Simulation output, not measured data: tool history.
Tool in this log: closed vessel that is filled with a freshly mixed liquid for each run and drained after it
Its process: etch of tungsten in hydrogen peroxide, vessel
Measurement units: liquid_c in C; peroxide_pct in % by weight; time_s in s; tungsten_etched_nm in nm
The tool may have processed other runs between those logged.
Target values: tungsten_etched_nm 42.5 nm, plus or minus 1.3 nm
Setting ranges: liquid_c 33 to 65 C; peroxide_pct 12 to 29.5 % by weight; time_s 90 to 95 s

run,day,liquid_c,peroxide_pct,time_s,tungsten_etched_nm
1,0,49,20,90,100.86
2,0.317,46.5,20,90,86.347
3,0.617,44.5,20,90,76.134
4,0.758,37.5,20,90,48.493
5,1.038,33,20,90,35.641
6,1.217,33,20,90,35.851
7,1.583,33.5,20,90,37.072
8,1.767,34,20,90,38.332
9,1.996,34.5,20,90,39.642
10,2.362,35,20,90,41.403

4 candidate next runs follow, results not yet known. Just one meets every target within its allowed miss. Identify it.
A,2.729,34,21.5,90,?
B,2.729,33.5,18.5,95,?
C,2.729,34,24.5,90,?
D,2.729,34,19.5,95,?

move,tungsten_etched_nm
A,39.381
B,37.275
C,42.038
D,39.588
A: its largest miss is bigger than the last run's
B: its largest miss is bigger than the last run's
C: hits every target within its allowed miss
D: its largest miss is bigger than the last run's
Move C is the one to make.
